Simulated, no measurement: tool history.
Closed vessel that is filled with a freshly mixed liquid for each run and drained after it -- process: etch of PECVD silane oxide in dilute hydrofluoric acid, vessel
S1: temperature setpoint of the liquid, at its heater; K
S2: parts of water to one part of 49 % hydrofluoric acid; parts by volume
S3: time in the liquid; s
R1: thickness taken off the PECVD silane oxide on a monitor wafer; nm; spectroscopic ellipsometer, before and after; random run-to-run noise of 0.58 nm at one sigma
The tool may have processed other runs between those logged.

run 1 hour=0.0 | S1=299.15 S2=95 S3=100 | R1=41.422
run 2 hour=1.8 | S1=300.15 S2=95 S3=100 | R1=42.989
run 3 hour=4.1 | S1=300.65 S2=95 S3=100 | R1=44.378
run 4 hour=9.7 | S1=301.15 S2=95 S3=100 | R1=45.297
run 5 hour=18.9 | S1=301.15 S2=60 S3=100 | R1=74.967
run 6 hour=22.0 | S1=301.15 S2=85 S3=100 | R1=51.194
run 7 hour=28.4 | S1=301.65 S2=85 S3=100 | R1=51.417
run 8 hour=35.6 | S1=302.15 S2=85 S3=100 | R1=53.133
run 9 hour=37.5 | S1=302.15 S2=85 S3=100 | R1=52.798
run 10 hour=41.6 | S1=302.65 S2=85 S3=100 | R1=54.288

Run 11, settings as shown, results not yet in. Your forecast:
run 11 hour=47.3 | S1=303.15 S2=85 S3=100 | R1=?

Run 11 measured R1 55.108 nm.
